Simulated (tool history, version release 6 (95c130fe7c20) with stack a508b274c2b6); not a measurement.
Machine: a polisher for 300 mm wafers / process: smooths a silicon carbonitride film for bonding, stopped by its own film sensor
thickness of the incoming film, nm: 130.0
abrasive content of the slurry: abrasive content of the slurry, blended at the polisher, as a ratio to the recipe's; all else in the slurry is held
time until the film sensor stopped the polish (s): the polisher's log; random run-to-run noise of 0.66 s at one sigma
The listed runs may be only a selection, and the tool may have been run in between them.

run	hour	flow of slurry (ml/min)	pressure of the wafer on the pad (psi)	speed of the pad under the wafer (m/s)	abrasive content of the slurry	target thickness at which the film sensor stops the polish (nm)	time until the film sensor stopped the polish (s)
1	0.0	245	2.3	0.92	1.0	114	69.399
2	3.7	245	2.3	0.92	1.0	114	69.106
3	6.9	280	2.3	0.92	1.0	114	68.394
4	11.5	280	2.6	0.96	1.0	114	56.766
# hour 19.5: slurry nozzle cleaned
5	19.5	315	2.6	0.96	1.0	114	54.051
6	26.2	315	2.8	0.98	1.0	114	49.348
7	29.0	315	3.0	1.00	1.0	114	47.381
8	35.7	320	3.1	1.02	1.0	114	44.849
9	44.7	325	3.2	1.04	1.0	114	42.461
10	52.2	325	3.2	1.04	1.0	114	42.480

The next listed run, before its measurement:
11	52.8	330	3.3	1.06	1.0	114	?

{"run 11": {"time until the film sensor stopped the polish (s)": 38.747}}
